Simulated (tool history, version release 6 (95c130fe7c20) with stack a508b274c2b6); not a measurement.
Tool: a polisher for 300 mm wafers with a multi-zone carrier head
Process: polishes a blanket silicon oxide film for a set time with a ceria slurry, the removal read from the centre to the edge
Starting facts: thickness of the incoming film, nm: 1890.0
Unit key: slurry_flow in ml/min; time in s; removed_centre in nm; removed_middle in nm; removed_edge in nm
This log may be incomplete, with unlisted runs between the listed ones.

{"run": 1, "hour": 0.0, "slurry_flow": 320, "centre_zone": 1, "middle_zone": 1, "edge_zone": 1, "time": 60, "removed_centre": 483.8, "removed_middle": 488.97, "removed_edge": 485.28}
{"run": 2, "hour": 5.0, "slurry_flow": 320, "centre_zone": 1, "middle_zone": 1, "edge_zone": 1.09, "time": 60, "removed_centre": 488.07, "removed_middle": 484.71, "removed_edge": 501.61}
{"run": 3, "hour": 11.4, "slurry_flow": 320, "centre_zone": 0.96, "middle_zone": 1.01, "edge_zone": 1.07, "time": 58, "removed_centre": 456.18, "removed_middle": 476.05, "removed_edge": 499.28}
{"run": 4, "hour": 14.9, "slurry_flow": 320, "centre_zone": 0.94, "middle_zone": 1.03, "edge_zone": 1.04, "time": 55, "removed_centre": 426.73, "removed_middle": 453.42, "removed_edge": 461.25}
{"run": 5, "hour": 18.1, "slurry_flow": 320, "centre_zone": 0.94, "middle_zone": 1.07, "edge_zone": 1.04, "time": 55, "removed_centre": 425.11, "removed_middle": 468.19, "removed_edge": 470.61}
{"run": 6, "hour": 21.4, "slurry_flow": 320, "centre_zone": 0.94, "middle_zone": 1.07, "edge_zone": 1.04, "time": 60, "removed_centre": 458.06, "removed_middle": 522.26, "removed_edge": 504.12}

Predict the results of run 7:
{"run": 7, "hour": 27.8, "slurry_flow": 315, "centre_zone": 0.92, "middle_zone": 1.07, "edge_zone": 1.01, "time": 57, "removed_centre": "?", "removed_middle": "?", "removed_edge": "?"}

removed_centre: 430.18 nm
removed_middle: 497.33 nm
removed_edge: 463.22 nm
